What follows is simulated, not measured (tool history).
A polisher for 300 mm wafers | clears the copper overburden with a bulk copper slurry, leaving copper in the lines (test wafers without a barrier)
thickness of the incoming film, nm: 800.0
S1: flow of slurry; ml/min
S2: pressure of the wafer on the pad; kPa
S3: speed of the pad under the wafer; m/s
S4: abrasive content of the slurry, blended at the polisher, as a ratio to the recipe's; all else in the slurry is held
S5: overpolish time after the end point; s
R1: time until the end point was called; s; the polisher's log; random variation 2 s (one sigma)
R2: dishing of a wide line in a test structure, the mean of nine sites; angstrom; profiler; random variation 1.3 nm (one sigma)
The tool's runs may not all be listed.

run	hour	S1	S2	S3	S4	S5	R1	R2
1	0	155	17.2	1.24	1	23	85.349	844.51
2	7.7	140	17.2	1.24	1	23	84.017	854
3	9.4	140	17.2	1.24	1	31	86.32	954.78
4	13	120	17.2	1.24	1	31	88	936.01
5	19.9	150	17.2	1.24	1	31	86.336	921.93
6	26.9	150	13.8	1.24	1	31	102.84	814.35
7	28.8	150	13.1	1.24	1	31	109.93	777.59

Forecast run 8:
8	35.2	150	12.4	1.24	1	31	?	?

Run 8 gave R1 115.31 s, R2 779.06 angstrom.
